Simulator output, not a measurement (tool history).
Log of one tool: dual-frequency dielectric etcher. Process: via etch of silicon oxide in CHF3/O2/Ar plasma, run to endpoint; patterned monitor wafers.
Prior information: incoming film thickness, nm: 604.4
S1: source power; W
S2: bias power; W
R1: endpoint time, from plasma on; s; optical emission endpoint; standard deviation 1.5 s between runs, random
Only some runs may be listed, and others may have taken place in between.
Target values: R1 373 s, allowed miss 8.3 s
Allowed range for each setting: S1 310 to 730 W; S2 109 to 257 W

run 1 day=0 | S1=520 S2=183 | R1=325.69
run 2 day=0.317 | S1=560 S2=183 | R1=320.17
run 3 day=0.371 | S1=650 S2=183 | R1=300.07
run 4 day=0.429 | S1=590 S2=177 | R1=314.82
run 5 day=0.729 | S1=590 S2=198 | R1=307.22
run 6 day=0.808 | S1=590 S2=178 | R1=314.43
run 7 day=0.938 | S1=540 S2=172 | R1=329.83
run 8 day=1.071 | S1=510 S2=169 | R1=336.01
run 9 day=1.283 | S1=480 S2=165 | R1=345.28
run 10 day=1.617 | S1=460 S2=163 | R1=354.98
run 11 day=1.708 | S1=450 S2=162 | R1=358.7
run 12 day=1.808 | S1=450 S2=162 | R1=356.43
run 13 day=1.838 | S1=450 S2=162 | R1=355.82
run 14 day=1.942 | S1=440 S2=161 | R1=360.65

Of the 4 settings listed for the next run, only one would bring every result within its allowed miss of target. Which one?
run A day=2.046 | S1=500 S2=150 | R1=?
run B day=2.046 | S1=470 S2=156 | R1=?
run C day=2.046 | S1=490 S2=146 | R1=?
run D day=2.046 | S1=410 S2=158 | R1=?

move=A R1=351.07
move=B R1=355.61
move=C R1=356.36
move=D R1=373.14
A: misses by more than the last run did
B: misses by more than the last run did
C: misses by more than the last run did
D: in spec on every target
Answer: D

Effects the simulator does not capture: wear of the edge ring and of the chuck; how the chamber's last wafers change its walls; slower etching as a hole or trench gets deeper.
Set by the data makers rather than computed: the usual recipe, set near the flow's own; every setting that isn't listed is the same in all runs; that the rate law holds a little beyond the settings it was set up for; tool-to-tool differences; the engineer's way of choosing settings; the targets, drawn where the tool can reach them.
